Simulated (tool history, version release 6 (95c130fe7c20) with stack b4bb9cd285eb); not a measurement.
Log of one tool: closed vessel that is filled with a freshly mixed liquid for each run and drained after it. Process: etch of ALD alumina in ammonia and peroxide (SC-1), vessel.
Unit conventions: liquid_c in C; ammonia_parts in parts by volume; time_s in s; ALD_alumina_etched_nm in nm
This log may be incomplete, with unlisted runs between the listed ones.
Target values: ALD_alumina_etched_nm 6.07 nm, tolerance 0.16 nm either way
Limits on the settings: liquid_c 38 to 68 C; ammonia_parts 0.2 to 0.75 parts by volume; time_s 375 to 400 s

run,hour,liquid_c,ammonia_parts,time_s,ALD_alumina_etched_nm
1,0,52,0.45,375,11.769
2,1.6,50.5,0.45,375,10.822
3,8.1,48,0.45,375,9.4113
4,10.1,47,0.45,375,8.7963
5,11.1,46,0.45,375,8.4187
6,11.6,50,0.45,375,10.66
7,17.4,49,0.45,375,9.9976
8,18,48,0.45,375,9.3854
9,22,47,0.45,375,8.8987
10,27,46,0.45,375,8.3546
11,33.3,39,0.45,375,5.6443

Which one of the following 4 next-run settings gets every result inside its allowed miss? There is exactly one.
A,39.6,38,0.5,375,?
B,39.6,39.5,0.3,395,?
C,39.6,40.5,0.4,380,?
D,39.6,41,0.4,390,?

move,ALD_alumina_etched_nm
A,5.2333
B,5.7399
C,6.0214
D,6.364
A: moves away from the targets compared with the last run
B: better than the last run, though not everything is in spec
C: every result within its allowed miss
D: takes the biggest miss from the last run beyond its target
The move that meets every target is C.

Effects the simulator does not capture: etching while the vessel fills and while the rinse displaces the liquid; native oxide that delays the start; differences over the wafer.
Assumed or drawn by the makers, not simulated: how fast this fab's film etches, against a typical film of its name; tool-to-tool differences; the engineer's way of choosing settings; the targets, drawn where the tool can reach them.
